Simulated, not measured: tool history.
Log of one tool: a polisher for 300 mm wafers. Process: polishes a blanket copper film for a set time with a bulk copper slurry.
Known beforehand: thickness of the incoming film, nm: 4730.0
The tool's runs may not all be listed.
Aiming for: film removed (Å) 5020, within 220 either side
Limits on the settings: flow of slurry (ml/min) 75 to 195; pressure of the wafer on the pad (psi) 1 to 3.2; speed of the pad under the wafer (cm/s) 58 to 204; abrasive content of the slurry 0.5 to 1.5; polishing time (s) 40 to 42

| run | hour | flow of slurry (ml/min) | pressure of the wafer on the pad (psi) | speed of the pad under the wafer (cm/s) | abrasive content of the slurry | polishing time (s) | film removed (Å) |
|---|---|---|---|---|---|---|---|
| 1 | 0 | 125 | 2.1 | 130 | 1 | 40 | 3946.1 |
| 2 | 5.6 | 125 | 2.1 | 118 | 1 | 40 | 3644.3 |
| 3 | 9.6 | 130 | 2.2 | 118 | 1 | 40 | 3872 |
| 4 | 16.9 | 130 | 2.2 | 118 | 1 | 40 | 3881.5 |
| 5 | 22.2 | 130 | 2.2 | 118 | 1 | 40 | 3749.5 |
| 6 | 27.5 | 160 | 2.2 | 118 | 1 | 40 | 3879.5 |
| 7 | 35 | 160 | 2.3 | 118 | 1 | 40 | 3959.1 |
| 8 | 38.9 | 160 | 2.3 | 118 | 1 | 40 | 4030.5 |
| 9 | 42.1 | 160 | 2.3 | 118 | 1 | 40 | 4058.1 |
| 10 | 49.6 | 160 | 2.4 | 118 | 1 | 40 | 4235.3 |
| 11 | 58.2 | 160 | 2.5 | 118 | 1 | 40 | 4351.7 |
| 12 | 67 | 160 | 2.6 | 118 | 1 | 40 | 4398.8 |

Below are 5 possible settings for the next run. Only one of them brings all results inside the allowed miss of their targets. Which is it?
| A | 75.8 | 190 | 3.1 | 116 | 1 | 40 | ? |
| B | 75.8 | 130 | 2.3 | 140 | 0.8 | 42 | ? |
| C | 75.8 | 170 | 2.6 | 138 | 1.1 | 42 | ? |
| D | 75.8 | 175 | 2.6 | 108 | 1.15 | 41 | ? |
| E | 75.8 | 110 | 2.8 | 152 | 0.85 | 40 | ? |

| move | film removed (Å) |
|---|---|
| A | 5042.6 |
| B | 4587.2 |
| C | 5530.4 |
| D | 4319.1 |
| E | 5379.5 |
A: all results land within tolerance of their targets
B: nearer than the last run, and not there yet
C: the result that was furthest off in the last run now lies on the other side of its target
D: lands further from the targets than the last run did
E: the result that was furthest off in the last run now lies on the other side of its target
The move that meets every target is A.

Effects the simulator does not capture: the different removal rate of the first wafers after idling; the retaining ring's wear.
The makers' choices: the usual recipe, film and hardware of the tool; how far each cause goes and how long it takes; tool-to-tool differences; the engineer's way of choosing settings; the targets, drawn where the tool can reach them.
